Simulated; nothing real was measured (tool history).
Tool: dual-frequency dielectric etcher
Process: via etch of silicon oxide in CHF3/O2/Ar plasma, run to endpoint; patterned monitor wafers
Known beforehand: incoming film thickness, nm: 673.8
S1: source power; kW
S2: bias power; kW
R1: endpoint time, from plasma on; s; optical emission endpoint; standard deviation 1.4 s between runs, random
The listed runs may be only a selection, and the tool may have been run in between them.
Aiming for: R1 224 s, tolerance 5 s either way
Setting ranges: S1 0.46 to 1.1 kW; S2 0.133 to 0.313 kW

| run | hour | S1 | S2 | R1 |
|---|---|---|---|---|
| 1 | 0 | 0.78 | 0.223 | 267.15 |
| 2 | 8.1 | 0.78 | 0.259 | 249.32 |
| 3 | 13.4 | 0.78 | 0.224 | 266.65 |
| 4 | 17.7 | 0.7 | 0.224 | 279.41 |
| 5 | 23.8 | 0.63 | 0.224 | 296.54 |
| 6 | 29.8 | 0.71 | 0.227 | 276.54 |
| 7 | 34.1 | 0.77 | 0.23 | 264.31 |
| 8 | 38.4 | 0.93 | 0.246 | 232.95 |

4 candidate next runs follow, results not yet known. Just one meets every target within its allowed miss. Identify it.
| A | 42.7 | 0.94 | 0.225 | ? |
| B | 42.7 | 0.85 | 0.244 | ? |
| C | 42.7 | 0.92 | 0.218 | ? |
| D | 42.7 | 0.95 | 0.269 | ? |

| move | R1 |
|---|---|
| A | 241.68 |
| B | 246.17 |
| C | 246.9 |
| D | 225.47 |
A: further off than the last run
B: further off than the last run
C: further off than the last run
D: each result inside its tolerance
The right move is D.

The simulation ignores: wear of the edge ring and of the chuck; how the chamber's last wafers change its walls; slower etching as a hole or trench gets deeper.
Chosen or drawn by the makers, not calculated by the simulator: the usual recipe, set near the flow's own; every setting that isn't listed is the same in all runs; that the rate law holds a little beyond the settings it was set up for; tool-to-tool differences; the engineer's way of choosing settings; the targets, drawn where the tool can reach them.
